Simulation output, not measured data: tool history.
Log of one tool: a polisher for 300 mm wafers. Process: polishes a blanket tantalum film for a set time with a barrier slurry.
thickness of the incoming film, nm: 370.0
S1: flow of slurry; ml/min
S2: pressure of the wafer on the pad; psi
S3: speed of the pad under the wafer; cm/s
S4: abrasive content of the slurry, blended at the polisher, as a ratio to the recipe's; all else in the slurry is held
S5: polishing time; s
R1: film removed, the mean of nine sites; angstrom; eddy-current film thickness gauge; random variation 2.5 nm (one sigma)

Run 1, hour 0.0: S1 175 ml/min, S2 2.1 psi, S3 112 cm/s, S4 1.0, S5 63 s. Result: R1 1035.7 angstrom.
Run 2, hour 1.3: S1 175 ml/min, S2 2.3 psi, S3 114 cm/s, S4 1.0, S5 63 s. Result: R1 1139.3 angstrom.
Run 3, hour 6.0: S1 175 ml/min, S2 2.5 psi, S3 118 cm/s, S4 1.0, S5 63 s. Result: R1 1282.4 angstrom.
Run 4, hour 7.0: S1 175 ml/min, S2 2.5 psi, S3 118 cm/s, S4 1.0, S5 63 s. Result: R1 1253.3 angstrom.
Run 5, hour 15.7: S1 175 ml/min, S2 2.3 psi, S3 118 cm/s, S4 1.0, S5 63 s. Result: R1 1184.0 angstrom.
Run 6, hour 16.5: S1 175 ml/min, S2 2.5 psi, S3 122 cm/s, S4 1.0, S5 63 s. Result: R1 1328.7 angstrom.
Run 7, hour 21.1: S1 175 ml/min, S2 2.6 psi, S3 124 cm/s, S4 1.0, S5 63 s. Result: R1 1405.5 angstrom.
Run 8, hour 26.6: S1 175 ml/min, S2 2.7 psi, S3 126 cm/s, S4 1.0, S5 63 s. Result: R1 1454.1 angstrom.

The next listed run, before its measurement:
Run 9, hour 29.7: S1 175 ml/min, S2 2.8 psi, S3 128 cm/s, S4 1.0, S5 63 s. Result: R1 ?.

Run 9 gave R1 1543.3 angstrom.
